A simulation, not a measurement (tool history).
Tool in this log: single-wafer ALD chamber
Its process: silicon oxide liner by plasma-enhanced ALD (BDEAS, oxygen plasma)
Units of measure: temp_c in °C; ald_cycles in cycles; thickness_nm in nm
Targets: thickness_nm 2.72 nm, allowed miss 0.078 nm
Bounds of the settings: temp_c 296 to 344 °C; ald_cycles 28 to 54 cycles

run 1 hour=0 | temp_c=320 ald_cycles=41 | thickness_nm=3.3996
run 2 hour=1.6 | temp_c=320 ald_cycles=46 | thickness_nm=3.8006
run 3 hour=8.5 | temp_c=325 ald_cycles=46 | thickness_nm=3.7636
run 4 hour=14.8 | temp_c=325 ald_cycles=45 | thickness_nm=3.702
run 5 hour=18.4 | temp_c=325 ald_cycles=39 | thickness_nm=3.209
run 6 hour=19.9 | temp_c=335 ald_cycles=39 | thickness_nm=3.1522
run 7 hour=24.2 | temp_c=335 ald_cycles=39 | thickness_nm=3.1572
run 8 hour=31.5 | temp_c=335 ald_cycles=39 | thickness_nm=3.1493
run 9 hour=36.4 | temp_c=335 ald_cycles=38 | thickness_nm=3.0804
run 10 hour=39.7 | temp_c=335 ald_cycles=37 | thickness_nm=3.0082

4 candidate next runs follow, results not yet known. Just one meets every target within its allowed miss. Identify it.
run A hour=43 | temp_c=339 ald_cycles=36 | thickness_nm=?
run B hour=43 | temp_c=335 ald_cycles=42 | thickness_nm=?
run C hour=43 | temp_c=330 ald_cycles=33 | thickness_nm=?
run D hour=43 | temp_c=344 ald_cycles=31 | thickness_nm=?

move=A thickness_nm=2.9096
move=B thickness_nm=3.415
move=C thickness_nm=2.7034
move=D thickness_nm=2.4865
A: closer than the last run, but not yet in spec
B: its largest miss is bigger than the last run's
C: all results land within tolerance of their targets
D: the result that was furthest off in the last run now lies on the other side of its target
C meets every target.
